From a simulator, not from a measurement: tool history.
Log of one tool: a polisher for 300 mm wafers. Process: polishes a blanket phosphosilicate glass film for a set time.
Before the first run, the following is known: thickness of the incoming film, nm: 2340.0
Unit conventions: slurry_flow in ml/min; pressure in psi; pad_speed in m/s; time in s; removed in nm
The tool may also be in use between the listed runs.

run 1 hour=0.0 | slurry_flow=290 pressure=2.7 pad_speed=1.22 slurry_solids=1.0 time=55 | removed=503.29
run 2 hour=1.2 | slurry_flow=345 pressure=2.7 pad_speed=1.22 slurry_solids=1.0 time=55 | removed=501.61
run 3 hour=7.7 | slurry_flow=345 pressure=3.3 pad_speed=1.22 slurry_solids=1.0 time=55 | removed=611.11
run 4 hour=11.5 | slurry_flow=345 pressure=3.3 pad_speed=1.22 slurry_solids=0.8 time=55 | removed=566.22
run 5 hour=12.7 | slurry_flow=345 pressure=3.3 pad_speed=1.22 slurry_solids=0.6 time=55 | removed=529.84
run 6 hour=15.0 | slurry_flow=345 pressure=3.1 pad_speed=1.22 slurry_solids=0.6 time=55 | removed=498.73
run 7 hour=17.4 | slurry_flow=345 pressure=2.9 pad_speed=1.22 slurry_solids=0.6 time=55 | removed=467.75

Forecast run 8:
run 8 hour=18.3 | slurry_flow=345 pressure=2.7 pad_speed=1.22 slurry_solids=0.6 time=55 | removed=?

{"run 8": {"removed": 440.39}}
